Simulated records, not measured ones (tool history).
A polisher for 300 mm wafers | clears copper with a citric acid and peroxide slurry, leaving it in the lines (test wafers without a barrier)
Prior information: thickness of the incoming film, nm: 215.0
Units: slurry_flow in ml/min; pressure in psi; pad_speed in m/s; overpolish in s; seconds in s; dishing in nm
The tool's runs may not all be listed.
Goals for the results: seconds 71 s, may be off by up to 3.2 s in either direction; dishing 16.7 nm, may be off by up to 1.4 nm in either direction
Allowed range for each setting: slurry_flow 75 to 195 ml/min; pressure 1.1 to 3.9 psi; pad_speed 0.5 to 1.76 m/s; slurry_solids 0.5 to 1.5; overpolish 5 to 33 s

run	day	slurry_flow	pressure	pad_speed	slurry_solids	overpolish	seconds	dishing
1	0	125	2.5	1.12	1	17	113.09	22.128
2	0.342	130	2.7	1.12	1	15	106.06	20.685
3	0.621	130	2.9	1.12	1	13	96.914	19.145
4	0.85	130	3	1.12	1	12	91.393	19.348
5	1.088	130	3	1.12	1	9	92.346	14.651
6	1.129	130	3.1	1.12	1	9	90.901	15.392
7	1.271	135	3.2	1.12	1	9	87.597	15.51
8	1.575	135	3.3	1.12	1	9	84.033	15.988
9	1.912	135	3.4	1.12	1	9	82.849	16.619
10	2.029	135	3.5	1.12	1	9	80.5	16.577
11	2.2	135	3.6	1.12	1	9	78.852	16.575
12	2.338	135	3.7	1.12	1	9	74.066	17.735
13	2.538	135	3.8	1.12	1	8	74.129	16.275

Consider the 4 candidate settings below. Which is the only one whose results all fall within their allowed miss of target?
A	2.738	140	3.8	1.14	1.05	8	?	?
B	2.738	75	3.6	1.28	1.15	9	?	?
C	2.738	140	3.9	1.06	0.9	7	?	?
D	2.738	135	3.5	1.14	1.05	9	?	?

move	seconds	dishing
A	71.313	16.41
B	79.708	16.494
C	75.887	13.616
D	77.863	16.856
A: each result inside its tolerance
B: further off than the last run
C: further off than the last run
D: further off than the last run
Move A is the one to make.

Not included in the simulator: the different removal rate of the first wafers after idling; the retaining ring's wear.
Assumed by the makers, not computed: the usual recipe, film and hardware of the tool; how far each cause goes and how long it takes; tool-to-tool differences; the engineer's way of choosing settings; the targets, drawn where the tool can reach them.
